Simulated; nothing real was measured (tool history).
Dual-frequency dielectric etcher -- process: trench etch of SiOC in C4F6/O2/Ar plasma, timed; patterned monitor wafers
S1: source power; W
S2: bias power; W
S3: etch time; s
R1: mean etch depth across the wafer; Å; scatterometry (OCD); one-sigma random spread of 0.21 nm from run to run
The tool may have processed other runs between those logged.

run 1 day=0 | S1=300 S2=242 S3=28.5 | R1=534.89
run 2 day=0.371 | S1=270 S2=242 S3=28.5 | R1=512.95
run 3 day=0.529 | S1=260 S2=240 S3=28.5 | R1=503.18
run 4 day=0.675 | S1=260 S2=272 S3=28.5 | R1=526.11
run 5 day=0.842 | S1=290 S2=272 S3=28.5 | R1=541.84
run 6 day=0.971 | S1=290 S2=290 S3=28.5 | R1=550.24
run 7 day=1.146 | S1=260 S2=282 S3=28.5 | R1=529.86
-- day=1.504 wet clean of the chamber
run 8 day=1.504 | S1=240 S2=276 S3=28.5 | R1=533.11

Run 9 is up next; what results do you expect?
run 9 day=1.721 | S1=230 S2=256 S3=28.5 | R1=?

R1: 509.14 Å

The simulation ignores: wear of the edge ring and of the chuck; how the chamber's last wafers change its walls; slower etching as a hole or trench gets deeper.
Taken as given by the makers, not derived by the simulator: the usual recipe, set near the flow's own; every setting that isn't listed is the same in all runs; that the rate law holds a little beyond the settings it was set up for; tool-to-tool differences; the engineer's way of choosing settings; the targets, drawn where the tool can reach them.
